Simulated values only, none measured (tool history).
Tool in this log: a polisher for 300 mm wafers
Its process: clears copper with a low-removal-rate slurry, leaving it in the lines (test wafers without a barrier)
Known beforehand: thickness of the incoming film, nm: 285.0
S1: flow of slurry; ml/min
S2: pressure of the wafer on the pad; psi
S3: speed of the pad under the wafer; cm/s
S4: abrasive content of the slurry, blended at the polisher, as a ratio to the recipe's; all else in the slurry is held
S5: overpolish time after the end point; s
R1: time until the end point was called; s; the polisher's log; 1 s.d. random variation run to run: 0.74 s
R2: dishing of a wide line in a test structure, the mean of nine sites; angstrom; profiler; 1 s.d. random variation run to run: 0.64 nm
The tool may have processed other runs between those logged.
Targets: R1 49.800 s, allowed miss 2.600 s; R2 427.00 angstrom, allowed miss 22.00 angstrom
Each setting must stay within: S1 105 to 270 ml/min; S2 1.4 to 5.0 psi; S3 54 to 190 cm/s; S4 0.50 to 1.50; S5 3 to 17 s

run	hour	S1	S2	S3	S4	S5	R1	R2
1	0.0	175	3.2	122	1.00	9	61.525	272.74
2	3.5	175	3.2	122	0.85	9	62.455	260.98
3	12.5	175	3.2	122	1.05	9	60.810	265.38
4	15.2	175	3.2	122	0.95	9	62.773	264.28
5	18.1	175	3.2	122	1.10	9	60.412	279.13
6	21.5	175	3.3	122	1.15	10	58.321	311.65
7	26.4	175	3.4	122	1.15	11	56.226	340.03
8	27.8	175	3.5	122	1.15	11	54.680	340.87

Pick the move, out of 4, that brings all results within their allowed miss; only one does.
A	29.2	170	3.7	116	1.15	12	?	?
B	29.2	125	4.5	110	1.25	13	?	?
C	29.2	175	4.0	116	1.15	11	?	?
D	29.2	165	3.1	132	1.15	13	?	?

move	R1	R2
A	55.024	360.38
B	50.066	412.98
C	50.751	360.45
D	57.941	363.41
A: closer than the last run, but not yet in spec
B: all results in spec
C: closer than the last run, but not yet in spec
D: closer than the last run, but not yet in spec
So the answer is move B, the one that meets all the targets.
